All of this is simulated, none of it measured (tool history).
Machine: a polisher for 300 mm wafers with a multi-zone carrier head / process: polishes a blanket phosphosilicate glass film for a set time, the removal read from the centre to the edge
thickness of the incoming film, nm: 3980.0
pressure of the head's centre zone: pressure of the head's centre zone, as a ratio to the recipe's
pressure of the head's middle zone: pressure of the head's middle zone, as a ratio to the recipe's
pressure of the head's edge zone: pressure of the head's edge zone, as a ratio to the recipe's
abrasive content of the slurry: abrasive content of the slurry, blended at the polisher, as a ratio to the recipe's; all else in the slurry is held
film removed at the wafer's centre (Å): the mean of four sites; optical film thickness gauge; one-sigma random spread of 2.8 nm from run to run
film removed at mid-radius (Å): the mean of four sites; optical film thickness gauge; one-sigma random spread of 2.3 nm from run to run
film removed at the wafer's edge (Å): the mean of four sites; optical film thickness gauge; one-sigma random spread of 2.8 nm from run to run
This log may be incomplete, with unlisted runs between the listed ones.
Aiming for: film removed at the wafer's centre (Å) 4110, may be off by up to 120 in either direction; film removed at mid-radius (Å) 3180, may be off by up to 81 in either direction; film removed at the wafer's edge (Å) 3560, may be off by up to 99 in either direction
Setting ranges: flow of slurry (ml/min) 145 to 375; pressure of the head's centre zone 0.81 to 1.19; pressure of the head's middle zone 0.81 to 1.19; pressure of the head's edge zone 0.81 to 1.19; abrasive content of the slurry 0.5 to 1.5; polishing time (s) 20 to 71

run  hour  flow of slurry (ml/min)  pressure of the head's centre zone  pressure of the head's middle zone  pressure of the head's edge zone  abrasive content of the slurry  polishing time (s)  film removed at the wafer's centre (Å)  film removed at mid-radius (Å)  film removed at the wafer's edge (Å)
  1     0                      240                                   1                                   1                                 1                               1                  45                                  2484.6                          2403.8                                2454.8
  2   3.1                      240                                   1                                0.95                                 1                               1                  45                                  2507.7                          2300.4                                2440.3
  3  12.1                      240                                   1                                0.95                                 1                             1.1                  45                                  2621.1                          2393.7                                2509.8
  4  14.6                      240                                0.92                                0.95                                 1                             1.1                  45                                  2437.9                          2378.6                                  2557
  5  19.2                      240                                0.92                                0.95                              0.93                             1.1                  45                                  2368.7                          2376.1                                2496.7
  6  22.5                      245                                0.94                                0.94                              0.96                            1.15                  46                                  2546.8                          2487.3                                2608.5
  7    30                      240                                0.96                                0.93                              0.99                             1.2                  47                                  2703.8                          2561.1                                2763.4
  8  35.3                      245                                0.99                                0.93                              1.01                            1.25                  48                                  2881.7                          2640.1                                2844.7
  9  41.5                      245                                1.01                                0.93                              1.03                             1.3                  49                                    3050                          2721.9                                2999.9
 10  48.1                      250                                1.04                                0.94                              1.05                            1.35                  49                                  3209.8                          2789.1                                  3076
 11  50.4                      255                                1.06                                0.95                              1.07                            1.35                  49                                  3220.3                          2812.3                                3105.2
 12    58                      260                                1.08                                0.95                              1.07                            1.35                  50                                  3397.2                          2916.4                                3170.4
 13    66                      270                                 1.1                                0.95                              1.08                            1.35                  50                                  3504.8                          2870.1                                3192.8
 14  70.8                      280                                1.11                                0.96                              1.09                            1.35                  50                                  3479.2                          2928.2                                  3193
 15  74.7                      290                                1.19                                0.93                              1.12                             1.5                  52                                  4099.3                            3052                                3478.1

Which single option among these 5 for the next run brings every result within its allowed miss of target? Just one does.
  A  78.6                      330                                1.19                                0.84                              1.12                            1.35                  53                                       ?                               ?                                     ?
  B  78.6                      330                                1.14                                0.98                              1.01                             1.3                  53                                       ?                               ?                                     ?
  C  78.6                      290                                1.18                                0.92                              1.16                             1.5                  49                                       ?                               ?                                     ?
  D  78.6                      310                                1.16                                0.93                              1.08                             1.4                  54                                       ?                               ?                                     ?
  E  78.6                      315                                1.06                                0.99                              1.04                            1.35                  56                                       ?                               ?                                     ?

move  film removed at the wafer's centre (Å)  film removed at mid-radius (Å)  film removed at the wafer's edge (Å)
   A                                  4077.1                          2846.4                                3560.3
   B                                  3857.1                          3194.1                                  3331
   C                                  3822.6                          2903.9                                  3437
   D                                  4075.9                          3176.8                                3585.9
   E                                    3820                          3435.7                                3605.4
A: the biggest miss grows against the last run
B: gets the furthest-off result to its target, but another result is out of tolerance
C: the biggest miss grows against the last run
D: all results land within tolerance of their targets
E: takes the result that was furthest off past its target
So the answer is move D, the one that meets all the targets.
